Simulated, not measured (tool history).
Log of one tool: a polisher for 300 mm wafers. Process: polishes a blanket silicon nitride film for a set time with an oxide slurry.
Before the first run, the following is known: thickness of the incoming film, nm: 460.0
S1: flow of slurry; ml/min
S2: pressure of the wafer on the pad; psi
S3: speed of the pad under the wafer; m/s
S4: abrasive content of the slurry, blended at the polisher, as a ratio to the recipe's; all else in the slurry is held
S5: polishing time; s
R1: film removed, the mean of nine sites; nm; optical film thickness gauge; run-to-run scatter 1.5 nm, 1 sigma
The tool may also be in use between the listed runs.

| run | hour | S1 | S2 | S3 | S4 | S5 | R1 |
|---|---|---|---|---|---|---|---|
| 1 | 0 | 195 | 4.7 | 1.24 | 1 | 52 | 52.513 |
| 2 | 5.3 | 195 | 5.2 | 1.28 | 1 | 52 | 59.499 |
| 3 | 9.5 | 195 | 5.2 | 1.52 | 1 | 52 | 67.911 |
| 4 | 12.4 | 195 | 5.6 | 1.54 | 1 | 52 | 72.495 |
| 5 | 16.9 | 195 | 5.9 | 1.56 | 1 | 52 | 73.823 |
| 6 | 20.3 | 195 | 5.9 | 1.56 | 1 | 52 | 76.634 |
| 7 | 25.2 | 195 | 6.2 | 1.58 | 1 | 52 | 78.754 |

Predict the results of run 8:
| 8 | 33.3 | 195 | 6.4 | 1.62 | 1 | 52 | ? |

Run 8 came out at R1 84.095 nm.
